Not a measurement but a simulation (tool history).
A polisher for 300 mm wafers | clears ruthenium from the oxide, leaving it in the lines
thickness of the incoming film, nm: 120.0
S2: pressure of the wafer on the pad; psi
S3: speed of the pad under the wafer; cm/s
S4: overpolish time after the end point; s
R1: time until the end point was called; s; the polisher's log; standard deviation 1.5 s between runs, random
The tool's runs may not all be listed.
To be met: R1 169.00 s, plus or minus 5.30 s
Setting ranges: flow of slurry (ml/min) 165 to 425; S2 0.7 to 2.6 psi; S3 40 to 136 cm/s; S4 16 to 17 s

Run 1, hour 0.0: flow of slurry (ml/min) 275, S2 1.6 psi, S3 88 cm/s, S4 16 s. Result: R1 134.17 s.
Run 2, hour 1.3: flow of slurry (ml/min) 310, S2 1.6 psi, S3 88 cm/s, S4 16 s. Result: R1 131.64 s.
Run 3, hour 2.9: flow of slurry (ml/min) 310, S2 1.9 psi, S3 88 cm/s, S4 16 s. Result: R1 114.33 s.
Run 4, hour 10.7: flow of slurry (ml/min) 310, S2 1.9 psi, S3 98 cm/s, S4 16 s. Result: R1 102.21 s.
Run 5, hour 18.4: flow of slurry (ml/min) 310, S2 1.9 psi, S3 90 cm/s, S4 16 s. Result: R1 111.46 s.
Run 6, hour 20.1: flow of slurry (ml/min) 310, S2 1.9 psi, S3 90 cm/s, S4 16 s. Result: R1 110.75 s.
Run 7, hour 27.0: flow of slurry (ml/min) 310, S2 1.8 psi, S3 90 cm/s, S4 16 s. Result: R1 118.12 s.
Run 8, hour 34.7: flow of slurry (ml/min) 310, S2 1.7 psi, S3 90 cm/s, S4 16 s. Result: R1 124.92 s.
Run 9, hour 39.3: flow of slurry (ml/min) 310, S2 1.6 psi, S3 90 cm/s, S4 16 s. Result: R1 130.31 s.
Run 10, hour 45.1: flow of slurry (ml/min) 310, S2 1.5 psi, S3 90 cm/s, S4 16 s. Result: R1 140.43 s.
Run 11, hour 51.1: flow of slurry (ml/min) 310, S2 1.3 psi, S3 90 cm/s, S4 16 s. Result: R1 159.81 s.

Which of these 5 next moves meets every target?
Run A, hour 57.1: flow of slurry (ml/min) 305, S2 1.7 psi, S3 76 cm/s, S4 17 s. Result: R1 ?.
Run B, hour 57.1: flow of slurry (ml/min) 350, S2 1.3 psi, S3 98 cm/s, S4 17 s. Result: R1 ?.
Run C, hour 57.1: flow of slurry (ml/min) 320, S2 1.5 psi, S3 84 cm/s, S4 16 s. Result: R1 ?.
Run D, hour 57.1: flow of slurry (ml/min) 375, S2 1.2 psi, S3 90 cm/s, S4 17 s. Result: R1 ?.
Run E, hour 57.1: flow of slurry (ml/min) 280, S2 1.5 psi, S3 84 cm/s, S4 16 s. Result: R1 ?.

move      R1
   A  147.69
   B  148.09
   C  150.81
   D  172.73
   E  152.77
A: further off than the last run
B: further off than the last run
C: further off than the last run
D: meets every target
E: further off than the last run
Go with D: it meets all targets.
